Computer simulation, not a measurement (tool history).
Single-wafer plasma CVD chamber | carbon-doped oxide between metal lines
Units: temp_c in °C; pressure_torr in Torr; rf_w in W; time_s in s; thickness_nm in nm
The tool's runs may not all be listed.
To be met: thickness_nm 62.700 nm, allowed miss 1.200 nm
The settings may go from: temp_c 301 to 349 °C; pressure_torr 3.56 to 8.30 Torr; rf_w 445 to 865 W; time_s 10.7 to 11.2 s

Run 1, hour 0.0: temp_c 325 °C, pressure_torr 5.93 Torr, rf_w 655 W, time_s 11.2 s. Result: thickness_nm 72.653 nm.
Run 2, hour 4.0: temp_c 318 °C, pressure_torr 5.93 Torr, rf_w 655 W, time_s 11.2 s. Result: thickness_nm 75.473 nm.
Run 3, hour 11.5: temp_c 318 °C, pressure_torr 5.93 Torr, rf_w 740 W, time_s 11.2 s. Result: thickness_nm 78.026 nm.
Run 4, hour 20.4: temp_c 320 °C, pressure_torr 5.81 Torr, rf_w 720 W, time_s 11.2 s. Result: thickness_nm 77.635 nm.
Run 5, hour 22.5: temp_c 320 °C, pressure_torr 5.81 Torr, rf_w 720 W, time_s 11.2 s. Result: thickness_nm 76.797 nm.
Run 6, hour 26.2: temp_c 320 °C, pressure_torr 5.02 Torr, rf_w 720 W, time_s 11.2 s. Result: thickness_nm 76.385 nm.
Run 7, hour 28.6: temp_c 322 °C, pressure_torr 4.96 Torr, rf_w 705 W, time_s 11.2 s. Result: thickness_nm 74.644 nm.
Run 8, hour 32.1: temp_c 324 °C, pressure_torr 4.87 Torr, rf_w 695 W, time_s 11.2 s. Result: thickness_nm 73.419 nm.
Run 9, hour 32.9: temp_c 326 °C, pressure_torr 4.79 Torr, rf_w 685 W, time_s 11.2 s. Result: thickness_nm 72.630 nm.
Run 10, hour 37.9: temp_c 327 °C, pressure_torr 4.72 Torr, rf_w 675 W, time_s 11.2 s. Result: thickness_nm 71.369 nm.
Run 11, hour 38.9: temp_c 329 °C, pressure_torr 4.65 Torr, rf_w 670 W, time_s 11.2 s. Result: thickness_nm 70.440 nm.

4 next moves are on the table. One of them brings every result within its allowed miss. Which?
Run A, hour 39.9: temp_c 328 °C, pressure_torr 4.78 Torr, rf_w 560 W, time_s 10.7 s. Result: thickness_nm ?.
Run B, hour 39.9: temp_c 328 °C, pressure_torr 4.06 Torr, rf_w 785 W, time_s 11.2 s. Result: thickness_nm ?.
Run C, hour 39.9: temp_c 340 °C, pressure_torr 4.85 Torr, rf_w 710 W, time_s 10.7 s. Result: thickness_nm ?.
Run D, hour 39.9: temp_c 327 °C, pressure_torr 3.56 Torr, rf_w 635 W, time_s 11.0 s. Result: thickness_nm ?.

move  thickness_nm
   A        63.286
   B        74.339
   C        66.484
   D        66.453
A: meets every target
B: further off than the last run
C: nearer than the last run, and not there yet
D: nearer than the last run, and not there yet
Answer: A

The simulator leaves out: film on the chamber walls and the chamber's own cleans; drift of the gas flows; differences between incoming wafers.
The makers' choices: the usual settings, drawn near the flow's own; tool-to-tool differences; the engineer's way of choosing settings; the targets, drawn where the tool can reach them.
